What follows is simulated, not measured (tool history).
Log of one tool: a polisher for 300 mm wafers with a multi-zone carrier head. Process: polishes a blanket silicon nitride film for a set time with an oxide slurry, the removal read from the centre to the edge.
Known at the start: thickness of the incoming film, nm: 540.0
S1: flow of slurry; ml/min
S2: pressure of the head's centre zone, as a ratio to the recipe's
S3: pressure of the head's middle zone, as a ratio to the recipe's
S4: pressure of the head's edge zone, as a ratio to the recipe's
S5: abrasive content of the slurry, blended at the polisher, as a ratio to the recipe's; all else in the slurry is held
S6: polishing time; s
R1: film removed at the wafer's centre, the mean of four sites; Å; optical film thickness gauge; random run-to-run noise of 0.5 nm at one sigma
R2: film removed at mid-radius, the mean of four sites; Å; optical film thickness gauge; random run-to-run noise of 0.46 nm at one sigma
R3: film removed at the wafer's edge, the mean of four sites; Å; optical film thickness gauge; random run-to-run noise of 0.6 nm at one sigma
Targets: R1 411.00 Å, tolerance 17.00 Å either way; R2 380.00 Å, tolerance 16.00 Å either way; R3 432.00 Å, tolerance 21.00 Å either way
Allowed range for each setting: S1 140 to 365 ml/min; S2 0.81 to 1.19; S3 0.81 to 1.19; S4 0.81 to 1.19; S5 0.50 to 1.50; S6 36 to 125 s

| run | hour | S1 | S2 | S3 | S4 | S5 | S6 | R1 | R2 | R3 |
|---|---|---|---|---|---|---|---|---|---|---|
| 1 | 0.0 | 235 | 1.00 | 1.00 | 1.00 | 1.00 | 80 | 682.47 | 654.52 | 667.53 |
| 2 | 5.0 | 235 | 1.00 | 1.03 | 1.00 | 1.00 | 80 | 675.59 | 676.88 | 659.97 |
| 3 | 12.6 | 235 | 1.04 | 1.03 | 1.00 | 1.00 | 80 | 685.72 | 682.08 | 667.47 |
| 4 | 13.7 | 235 | 1.08 | 1.03 | 1.00 | 1.00 | 80 | 719.85 | 676.75 | 651.60 |
| 5 | 15.9 | 230 | 1.04 | 1.00 | 1.00 | 0.85 | 76 | 618.87 | 582.92 | 604.01 |
| 6 | 17.2 | 230 | 1.04 | 0.92 | 1.00 | 0.85 | 76 | 629.14 | 545.15 | 599.22 |
| 7 | 18.2 | 230 | 1.02 | 0.92 | 0.98 | 0.75 | 72 | 563.89 | 497.78 | 541.10 |
| 8 | 19.0 | 225 | 0.99 | 0.91 | 0.97 | 0.70 | 70 | 507.40 | 462.09 | 499.82 |
| 9 | 23.1 | 220 | 0.97 | 0.89 | 0.96 | 0.65 | 70 | 489.93 | 427.62 | 485.01 |
| 10 | 30.1 | 215 | 0.94 | 0.89 | 0.94 | 0.65 | 70 | 468.85 | 439.08 | 474.60 |
| 11 | 36.1 | 210 | 0.93 | 0.87 | 0.94 | 0.60 | 70 | 447.04 | 427.46 | 471.56 |
| 12 | 40.8 | 205 | 0.95 | 0.82 | 0.91 | 0.50 | 66 | 397.05 | 348.39 | 419.20 |
| 13 | 45.1 | 210 | 0.95 | 0.83 | 0.92 | 0.50 | 66 | 401.43 | 355.67 | 412.18 |
| 14 | 47.6 | 210 | 0.95 | 0.84 | 0.93 | 0.50 | 66 | 396.60 | 349.30 | 407.60 |

Next run, 4 choices. One meets every target within its allowed miss, the rest don't. Which?
| A | 50.1 | 220 | 0.84 | 0.84 | 0.92 | 0.60 | 65 | ? | ? | ? |
| B | 50.1 | 215 | 0.99 | 1.08 | 0.89 | 0.55 | 62 | ? | ? | ? |
| C | 50.1 | 220 | 0.99 | 0.93 | 0.88 | 0.50 | 64 | ? | ? | ? |
| D | 50.1 | 245 | 0.89 | 0.82 | 0.87 | 0.50 | 71 | ? | ? | ? |

| move | R1 | R2 | R3 |
|---|---|---|---|
| A | 384.95 | 371.73 | 434.69 |
| B | 419.33 | 422.61 | 394.38 |
| C | 419.70 | 373.06 | 393.66 |
| D | 424.67 | 378.65 | 440.11 |
A: the worst result of the last run now meets its target, but another is out of spec
B: carries the result that was furthest off beyond its target, to the other side
C: the worst result of the last run now meets its target, but another is out of spec
D: meets every target
D meets every target.
